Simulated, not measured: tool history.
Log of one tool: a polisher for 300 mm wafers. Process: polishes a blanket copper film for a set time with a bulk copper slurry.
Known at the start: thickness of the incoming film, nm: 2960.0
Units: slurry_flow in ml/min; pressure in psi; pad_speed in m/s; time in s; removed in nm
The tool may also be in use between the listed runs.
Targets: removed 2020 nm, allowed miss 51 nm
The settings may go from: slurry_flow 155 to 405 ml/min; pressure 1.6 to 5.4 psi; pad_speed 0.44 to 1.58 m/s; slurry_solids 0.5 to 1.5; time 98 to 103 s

{"run": 1, "hour": 0.0, "slurry_flow": 260, "pressure": 3.5, "pad_speed": 1, "slurry_solids": 1, "time": 98, "removed": 1268.3}
{"run": 2, "hour": 3.5, "slurry_flow": 265, "pressure": 3.7, "pad_speed": 1, "slurry_solids": 1, "time": 98, "removed": 1330.7}
{"run": 3, "hour": 5.8, "slurry_flow": 265, "pressure": 3.7, "pad_speed": 0.84, "slurry_solids": 1, "time": 98, "removed": 1161.8}
{"run": 4, "hour": 12.3, "slurry_flow": 315, "pressure": 3.7, "pad_speed": 0.84, "slurry_solids": 1, "time": 98, "removed": 1174.4}
{"run": 5, "hour": 20.4, "slurry_flow": 355, "pressure": 3.7, "pad_speed": 0.84, "slurry_solids": 1, "time": 98, "removed": 1198.7}
{"run": 6, "hour": 24.2, "slurry_flow": 355, "pressure": 3.7, "pad_speed": 0.84, "slurry_solids": 1, "time": 98, "removed": 1193.1}
{"run": 7, "hour": 29.1, "slurry_flow": 355, "pressure": 4, "pad_speed": 0.84, "slurry_solids": 1, "time": 98, "removed": 1278.3}
{"run": 8, "hour": 34.7, "slurry_flow": 355, "pressure": 4.2, "pad_speed": 0.86, "slurry_solids": 1, "time": 98, "removed": 1378.7}
{"run": 9, "hour": 42.0, "slurry_flow": 355, "pressure": 4.4, "pad_speed": 0.88, "slurry_solids": 1, "time": 98, "removed": 1469.6}
{"run": 10, "hour": 47.9, "slurry_flow": 355, "pressure": 4.5, "pad_speed": 0.9, "slurry_solids": 1, "time": 98, "removed": 1516.7}
{"run": 11, "hour": 55.0, "slurry_flow": 355, "pressure": 4.6, "pad_speed": 0.92, "slurry_solids": 1, "time": 98, "removed": 1570.2}
{"run": 12, "hour": 56.0, "slurry_flow": 355, "pressure": 4.7, "pad_speed": 0.94, "slurry_solids": 1, "time": 98, "removed": 1645.3}
{"run": 13, "hour": 62.5, "slurry_flow": 355, "pressure": 4.8, "pad_speed": 0.94, "slurry_solids": 1, "time": 98, "removed": 1669.8}

Which of these 4 next moves meets every target?
{"run": "A", "hour": 69.0, "slurry_flow": 280, "pressure": 4.6, "pad_speed": 1.2, "slurry_solids": 1.05, "time": 103, "removed": "?"}
{"run": "B", "hour": 69.0, "slurry_flow": 335, "pressure": 4, "pad_speed": 0.98, "slurry_solids": 0.95, "time": 100, "removed": "?"}
{"run": "C", "hour": 69.0, "slurry_flow": 385, "pressure": 3.9, "pad_speed": 0.94, "slurry_solids": 1.15, "time": 102, "removed": "?"}
{"run": "D", "hour": 69.0, "slurry_flow": 290, "pressure": 4.5, "pad_speed": 0.72, "slurry_solids": 1.2, "time": 98, "removed": "?"}

move=A removed=2033.3
move=B removed=1449.4
move=C removed=1474.9
move=D removed=1311.4
A: meets every target
B: further off than the last run
C: further off than the last run
D: further off than the last run
Answer: A
